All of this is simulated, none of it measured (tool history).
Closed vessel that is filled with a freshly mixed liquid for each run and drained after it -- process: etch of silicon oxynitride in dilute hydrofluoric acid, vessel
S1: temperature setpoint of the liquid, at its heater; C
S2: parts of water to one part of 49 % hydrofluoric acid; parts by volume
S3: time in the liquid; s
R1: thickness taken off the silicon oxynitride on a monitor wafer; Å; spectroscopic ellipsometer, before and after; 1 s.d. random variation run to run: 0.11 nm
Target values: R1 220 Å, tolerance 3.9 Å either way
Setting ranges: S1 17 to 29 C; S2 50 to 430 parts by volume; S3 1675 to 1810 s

run 1 hour=0 | S1=21 S2=240 S3=1675 | R1=83.861
run 2 hour=5.8 | S1=19.5 S2=240 S3=1675 | R1=78.517
run 3 hour=9.5 | S1=19.5 S2=300 S3=1675 | R1=60.293
run 4 hour=15.9 | S1=19.5 S2=300 S3=1675 | R1=60.736
run 5 hour=21.7 | S1=19.5 S2=335 S3=1675 | R1=53.403
run 6 hour=27.1 | S1=19.5 S2=335 S3=1810 | R1=57.351
run 7 hour=31.4 | S1=23.5 S2=240 S3=1810 | R1=102.24
run 8 hour=33.2 | S1=24.5 S2=215 S3=1810 | R1=121.56
run 9 hour=38 | S1=25.5 S2=200 S3=1810 | R1=137.27
run 10 hour=46.1 | S1=26 S2=185 S3=1810 | R1=153.2
run 11 hour=54.8 | S1=26.5 S2=175 S3=1810 | R1=166.37
-- hour=63.3 hydrofluoric acid flow meter replaced
run 12 hour=63.3 | S1=27 S2=170 S3=1810 | R1=156.81
run 13 hour=66.2 | S1=27 S2=170 S3=1810 | R1=156.17
run 14 hour=67.4 | S1=27.5 S2=160 S3=1810 | R1=173.74
run 15 hour=75.2 | S1=28 S2=155 S3=1810 | R1=183.6
run 16 hour=80.3 | S1=28 S2=150 S3=1810 | R1=188.93
run 17 hour=82.9 | S1=28 S2=145 S3=1810 | R1=195.34

Which of these 4 next moves meets every target?
run A hour=85.5 | S1=26.5 S2=125 S3=1700 | R1=?
run B hour=85.5 | S1=28.5 S2=125 S3=1685 | R1=?
run C hour=85.5 | S1=28 S2=135 S3=1810 | R1=?
run D hour=85.5 | S1=26 S2=125 S3=1770 | R1=?

move=A R1=204.51
move=B R1=221.82
move=C R1=213.76
move=D R1=208.13
A: an improvement on the last run, though not all results are within tolerance
B: hits every target within its allowed miss
C: an improvement on the last run, though not all results are within tolerance
D: an improvement on the last run, though not all results are within tolerance
Correct choice: B, which meets every target
